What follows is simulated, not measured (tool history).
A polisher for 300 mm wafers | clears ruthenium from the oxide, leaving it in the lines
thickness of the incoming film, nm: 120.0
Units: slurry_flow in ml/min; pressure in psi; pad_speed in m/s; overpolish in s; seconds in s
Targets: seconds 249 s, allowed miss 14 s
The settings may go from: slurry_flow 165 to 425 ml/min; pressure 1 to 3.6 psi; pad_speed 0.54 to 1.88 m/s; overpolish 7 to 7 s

run 1 hour=0 | slurry_flow=275 pressure=2.3 pad_speed=1.2 overpolish=7 | seconds=90.365
run 2 hour=1.1 | slurry_flow=275 pressure=2.3 pad_speed=1.2 overpolish=7 | seconds=93.292
run 3 hour=5.5 | slurry_flow=275 pressure=2.1 pad_speed=1.12 overpolish=7 | seconds=108.88
run 4 hour=9.8 | slurry_flow=235 pressure=2.1 pad_speed=1.12 overpolish=7 | seconds=110.73
run 5 hour=17.4 | slurry_flow=235 pressure=1.9 pad_speed=1.06 overpolish=7 | seconds=126.62
run 6 hour=24.2 | slurry_flow=235 pressure=1.8 pad_speed=1.02 overpolish=7 | seconds=143.95
run 7 hour=30.8 | slurry_flow=235 pressure=1.7 pad_speed=1 overpolish=7 | seconds=149.47
run 8 hour=37.8 | slurry_flow=235 pressure=1.7 pad_speed=1 overpolish=7 | seconds=146.29
run 9 hour=40.7 | slurry_flow=235 pressure=1.6 pad_speed=0.96 overpolish=7 | seconds=161.72
-- hour=48.2 worn pad replaced by a new one
run 10 hour=48.2 | slurry_flow=235 pressure=1.5 pad_speed=0.94 overpolish=7 | seconds=153.86
run 11 hour=52.1 | slurry_flow=225 pressure=1.4 pad_speed=0.9 overpolish=7 | seconds=176.84
run 12 hour=54.4 | slurry_flow=220 pressure=1.3 pad_speed=0.86 overpolish=7 | seconds=200.83
run 13 hour=55.4 | slurry_flow=215 pressure=1.3 pad_speed=0.84 overpolish=7 | seconds=203.7
run 14 hour=61.1 | slurry_flow=210 pressure=1.3 pad_speed=0.84 overpolish=7 | seconds=202.04
run 15 hour=69.3 | slurry_flow=205 pressure=1.3 pad_speed=0.82 overpolish=7 | seconds=204.01

Which of these 4 next moves meets every target?
run A hour=77.5 | slurry_flow=255 pressure=1 pad_speed=0.7 overpolish=7 | seconds=?
run B hour=77.5 | slurry_flow=175 pressure=1 pad_speed=0.76 overpolish=7 | seconds=?
run C hour=77.5 | slurry_flow=165 pressure=1 pad_speed=0.8 overpolish=7 | seconds=?
run D hour=77.5 | slurry_flow=165 pressure=1 pad_speed=0.9 overpolish=7 | seconds=?

move=A seconds=306.67
move=B seconds=296.61
move=C seconds=284.82
move=D seconds=254.43
A: takes the result that was furthest off past its target
B: takes the result that was furthest off past its target
C: takes the result that was furthest off past its target
D: meets every target
The right move is D.
